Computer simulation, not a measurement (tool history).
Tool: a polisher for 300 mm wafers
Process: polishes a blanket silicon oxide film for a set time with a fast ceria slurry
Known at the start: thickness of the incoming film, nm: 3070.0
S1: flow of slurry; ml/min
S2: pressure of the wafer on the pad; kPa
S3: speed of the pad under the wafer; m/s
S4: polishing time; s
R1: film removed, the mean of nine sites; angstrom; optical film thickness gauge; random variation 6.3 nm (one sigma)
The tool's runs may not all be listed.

{"run": 1, "hour": 0.0, "S1": 315, "S2": 21.4, "S3": 0.78, "S4": 63, "R1": 7245.8}
{"run": 2, "hour": 4.9, "S1": 340, "S2": 21.4, "S3": 0.78, "S4": 63, "R1": 7455.5}
{"run": 3, "hour": 8.7, "S1": 325, "S2": 20.0, "S3": 0.78, "S4": 63, "R1": 6947.7}
{"run": 4, "hour": 15.9, "S1": 325, "S2": 20.0, "S3": 0.84, "S4": 63, "R1": 7504.0}
{"run": 5, "hour": 23.2, "S1": 320, "S2": 17.9, "S3": 0.84, "S4": 63, "R1": 6826.6}
{"run": 6, "hour": 31.9, "S1": 320, "S2": 17.9, "S3": 0.84, "S4": 63, "R1": 6924.2}
{"run": 7, "hour": 40.4, "S1": 315, "S2": 16.5, "S3": 0.84, "S4": 63, "R1": 6479.2}
{"run": 8, "hour": 46.4, "S1": 315, "S2": 15.9, "S3": 0.84, "S4": 63, "R1": 6216.2}
{"run": 9, "hour": 47.0, "S1": 315, "S2": 15.2, "S3": 0.84, "S4": 63, "R1": 6079.6}

The next listed run, before its measurement:
{"run": 10, "hour": 49.0, "S1": 315, "S2": 14.5, "S3": 0.84, "S4": 63, "R1": "?"}

Run 10 gave R1 5936.6 angstrom.
